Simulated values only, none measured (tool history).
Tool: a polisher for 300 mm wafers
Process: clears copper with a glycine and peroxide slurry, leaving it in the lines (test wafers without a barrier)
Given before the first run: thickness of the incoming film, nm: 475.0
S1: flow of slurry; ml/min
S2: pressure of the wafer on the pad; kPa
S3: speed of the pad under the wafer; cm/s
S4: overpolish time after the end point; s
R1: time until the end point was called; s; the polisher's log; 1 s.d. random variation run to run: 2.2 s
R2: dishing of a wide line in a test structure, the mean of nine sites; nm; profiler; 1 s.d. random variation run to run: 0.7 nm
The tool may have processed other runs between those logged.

{"run": 1, "day": 0.0, "S1": 265, "S2": 14.5, "S3": 96, "S4": 20, "R1": 115.53, "R2": 40.539}
{"run": 2, "day": 0.15, "S1": 265, "S2": 13.1, "S3": 94, "S4": 22, "R1": 120.26, "R2": 41.536}
{"run": 3, "day": 0.421, "S1": 265, "S2": 15.2, "S3": 94, "S4": 22, "R1": 112.39, "R2": 44.141}
{"run": 4, "day": 0.762, "S1": 265, "S2": 13.8, "S3": 90, "S4": 23, "R1": 119.65, "R2": 42.089}
{"run": 5, "day": 0.854, "S1": 265, "S2": 12.4, "S3": 88, "S4": 25, "R1": 126.01, "R2": 43.52}
{"run": 6, "day": 0.896, "S1": 265, "S2": 13.8, "S3": 88, "S4": 25, "R1": 121.03, "R2": 43.772}
{"run": 7, "day": 1.267, "S1": 265, "S2": 12.4, "S3": 86, "S4": 26, "R1": 126.26, "R2": 43.814}
{"run": 8, "day": 1.458, "S1": 265, "S2": 11.0, "S3": 84, "S4": 27, "R1": 136.23, "R2": 43.867}

Run 9 comes next. What will it give?
{"run": 9, "day": 1.588, "S1": 265, "S2": 11.0, "S3": 84, "S4": 27, "R1": "?", "R2": "?"}

{"run 9": {"R1": 136.97, "R2": 44.288}}

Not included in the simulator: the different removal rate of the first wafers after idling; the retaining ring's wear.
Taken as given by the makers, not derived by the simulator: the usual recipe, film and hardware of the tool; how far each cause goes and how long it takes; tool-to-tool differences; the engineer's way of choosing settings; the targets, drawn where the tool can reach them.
